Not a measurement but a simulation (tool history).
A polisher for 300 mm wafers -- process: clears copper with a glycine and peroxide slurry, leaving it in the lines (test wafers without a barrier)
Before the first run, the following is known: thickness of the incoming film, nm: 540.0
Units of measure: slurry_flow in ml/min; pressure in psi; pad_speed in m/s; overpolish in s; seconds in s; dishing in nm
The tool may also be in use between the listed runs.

| run | hour | slurry_flow | pressure | pad_speed | overpolish | seconds | dishing |
|---|---|---|---|---|---|---|---|
| 1 | 0 | 140 | 2.9 | 1.02 | 23 | 114.82 | 80.044 |
| 2 | 3.5 | 140 | 2.4 | 1.02 | 23 | 129.63 | 73.853 |
| 3 | 8.2 | 140 | 2.4 | 1.02 | 31 | 127.03 | 90.456 |
| 4 | 8.9 | 140 | 2.4 | 1.02 | 36 | 132.63 | 100.6 |
| 5 | 13.9 | 140 | 2.2 | 0.98 | 32 | 138.64 | 87.159 |
| 6 | 22.1 | 140 | 2.1 | 0.94 | 29 | 146.74 | 75.917 |
| 7 | 31.1 | 140 | 2 | 0.92 | 27 | 155.73 | 71.99 |
| 8 | 33.1 | 140 | 1.9 | 0.92 | 24 | 159.58 | 64.538 |
| 9 | 40.8 | 140 | 1.8 | 0.92 | 22 | 164.26 | 58.74 |
| 10 | 48.8 | 140 | 1.7 | 0.92 | 21 | 167.57 | 55.184 |
| 11 | 52.1 | 130 | 1.3 | 0.92 | 14 | 197.44 | 33.771 |
| 12 | 53.5 | 135 | 1.3 | 0.92 | 14 | 194.94 | 33.912 |
| 13 | 60.3 | 140 | 1.3 | 0.92 | 14 | 197.91 | 35.13 |
| 14 | 62 | 170 | 1.5 | 0.92 | 16 | 174.77 | 43.703 |
| 15 | 69.5 | 165 | 1.5 | 0.92 | 16 | 174.71 | 42.7 |
| 16 | 77.9 | 160 | 1.5 | 0.92 | 16 | 173.82 | 43.66 |

For run 17, what comes out?
| 17 | 85.5 | 155 | 1.5 | 0.92 | 16 | ? | ? |

{"run 17": {"seconds": 179.46, "dishing": 41.962}}
